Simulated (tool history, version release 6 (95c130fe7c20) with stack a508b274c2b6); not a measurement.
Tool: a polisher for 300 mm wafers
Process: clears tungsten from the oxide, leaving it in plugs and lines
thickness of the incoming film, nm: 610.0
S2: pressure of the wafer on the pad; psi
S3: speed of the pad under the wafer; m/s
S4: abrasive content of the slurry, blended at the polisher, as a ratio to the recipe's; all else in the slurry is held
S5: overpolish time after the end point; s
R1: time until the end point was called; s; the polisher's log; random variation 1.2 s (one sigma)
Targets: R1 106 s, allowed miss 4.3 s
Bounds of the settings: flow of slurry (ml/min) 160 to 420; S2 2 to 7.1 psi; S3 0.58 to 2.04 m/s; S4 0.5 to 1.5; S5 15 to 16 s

Run 1, hour 0: flow of slurry (ml/min) 270, S2 4.5 psi, S3 1.3 m/s, S4 1, S5 15 s. Result: R1 87.898 s.
Run 2, hour 0.9: flow of slurry (ml/min) 245, S2 4.5 psi, S3 1.3 m/s, S4 1, S5 15 s. Result: R1 89.277 s.
Run 3, hour 3.9: flow of slurry (ml/min) 245, S2 4.5 psi, S3 1.48 m/s, S4 1, S5 15 s. Result: R1 79.428 s.
Run 4, hour 4.9: flow of slurry (ml/min) 300, S2 4.5 psi, S3 1.48 m/s, S4 1, S5 15 s. Result: R1 76.833 s.
Run 5, hour 8.3: flow of slurry (ml/min) 300, S2 5.5 psi, S3 1.48 m/s, S4 1, S5 15 s. Result: R1 65.374 s.
Run 6, hour 9.8: flow of slurry (ml/min) 300, S2 5.5 psi, S3 1.8 m/s, S4 1, S5 15 s. Result: R1 54.412 s.
At hour 16.2: slurry nozzle cleaned.
Run 7, hour 16.2: flow of slurry (ml/min) 300, S2 4.6 psi, S3 1.76 m/s, S4 1, S5 15 s. Result: R1 60.533 s.
Run 8, hour 25: flow of slurry (ml/min) 290, S2 3.9 psi, S3 1.68 m/s, S4 1, S5 15 s. Result: R1 72.316 s.

Which of these 4 next moves meets every target?
Run A, hour 33.8: flow of slurry (ml/min) 290, S2 2.6 psi, S3 1.58 m/s, S4 1.35, S5 15 s. Result: R1 ?.
Run B, hour 33.8: flow of slurry (ml/min) 375, S2 2.5 psi, S3 1.46 m/s, S4 1.05, S5 15 s. Result: R1 ?.
Run C, hour 33.8: flow of slurry (ml/min) 225, S2 2.6 psi, S3 1.24 m/s, S4 0.8, S5 16 s. Result: R1 ?.
Run D, hour 33.8: flow of slurry (ml/min) 355, S2 3.1 psi, S3 1.56 m/s, S4 1.15, S5 15 s. Result: R1 ?.

move      R1
   A  94.169
   B  107.39
   C  134.97
   D  87.181
A: nearer than the last run, and not there yet
B: meets every target
C: takes the result that was furthest off past its target
D: nearer than the last run, and not there yet
Move B is the one to make.
